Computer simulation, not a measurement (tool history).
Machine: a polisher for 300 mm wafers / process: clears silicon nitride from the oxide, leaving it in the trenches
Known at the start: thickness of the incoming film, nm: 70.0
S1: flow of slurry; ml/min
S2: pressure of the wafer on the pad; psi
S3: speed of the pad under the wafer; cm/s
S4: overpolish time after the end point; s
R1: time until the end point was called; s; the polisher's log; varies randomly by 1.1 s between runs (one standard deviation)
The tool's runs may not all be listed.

run	day	S1	S2	S3	S4	R1
1	0.000	210	1.7	86	41	120.020
2	0.254	210	1.9	88	41	107.240
3	0.417	160	1.9	88	41	112.550
4	0.792	210	1.9	88	41	108.850
5	0.908	260	1.9	88	41	105.500
6	1.075	310	1.9	88	41	105.630
7	1.162	310	2.1	90	41	96.647
8	1.488	310	2.2	94	41	87.030
9	1.833	310	2.3	96	41	84.554
10	2.142	310	2.4	100	41	77.511
11	2.283	310	2.5	102	41	74.921

Expected results for the next run?
12	2.308	310	2.5	104	41	?

{"run 12": {"R1": 72.946}}

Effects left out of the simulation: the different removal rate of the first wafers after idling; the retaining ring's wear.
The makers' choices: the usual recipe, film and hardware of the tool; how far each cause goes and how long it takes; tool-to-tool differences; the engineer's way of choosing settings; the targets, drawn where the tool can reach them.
